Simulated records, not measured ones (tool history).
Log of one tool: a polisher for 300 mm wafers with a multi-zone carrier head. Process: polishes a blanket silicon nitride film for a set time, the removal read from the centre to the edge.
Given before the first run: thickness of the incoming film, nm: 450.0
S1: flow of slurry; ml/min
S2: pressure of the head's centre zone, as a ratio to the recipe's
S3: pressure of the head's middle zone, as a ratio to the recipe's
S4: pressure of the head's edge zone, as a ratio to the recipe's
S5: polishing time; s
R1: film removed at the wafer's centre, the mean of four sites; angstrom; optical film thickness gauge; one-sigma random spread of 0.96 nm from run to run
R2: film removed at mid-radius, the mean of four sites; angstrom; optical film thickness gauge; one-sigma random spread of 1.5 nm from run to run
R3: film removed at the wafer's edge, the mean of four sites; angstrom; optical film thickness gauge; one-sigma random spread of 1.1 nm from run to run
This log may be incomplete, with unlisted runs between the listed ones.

{"run": 1, "hour": 0.0, "S1": 275, "S2": 1.0, "S3": 1.0, "S4": 1.0, "S5": 44, "R1": 1075.9, "R2": 1088.8, "R3": 1087.4}
{"run": 2, "hour": 0.7, "S1": 275, "S2": 1.0, "S3": 1.0, "S4": 1.0, "S5": 49, "R1": 1207.9, "R2": 1175.2, "R3": 1201.5}
{"run": 3, "hour": 3.4, "S1": 295, "S2": 0.99, "S3": 1.06, "S4": 1.04, "S5": 50, "R1": 1216.4, "R2": 1279.1, "R3": 1263.0}
{"run": 4, "hour": 9.4, "S1": 325, "S2": 0.99, "S3": 1.06, "S4": 1.04, "S5": 50, "R1": 1223.7, "R2": 1293.5, "R3": 1277.6}
{"run": 5, "hour": 14.8, "S1": 335, "S2": 0.99, "S3": 1.1, "S4": 1.06, "S5": 51, "R1": 1262.4, "R2": 1333.6, "R3": 1302.7}
{"run": 6, "hour": 15.7, "S1": 335, "S2": 0.97, "S3": 1.13, "S4": 1.06, "S5": 52, "R1": 1251.3, "R2": 1370.7, "R3": 1344.1}
{"run": 7, "hour": 16.6, "S1": 350, "S2": 0.95, "S3": 1.15, "S4": 1.02, "S5": 53, "R1": 1251.6, "R2": 1404.0, "R3": 1337.7}

The next listed run, before its measurement:
{"run": 8, "hour": 25.2, "S1": 345, "S2": 0.94, "S3": 1.16, "S4": 1.0, "S5": 54, "R1": "?", "R2": "?", "R3": "?"}

R1: 1274.8 angstrom
R2: 1451.9 angstrom
R3: 1351.5 angstrom
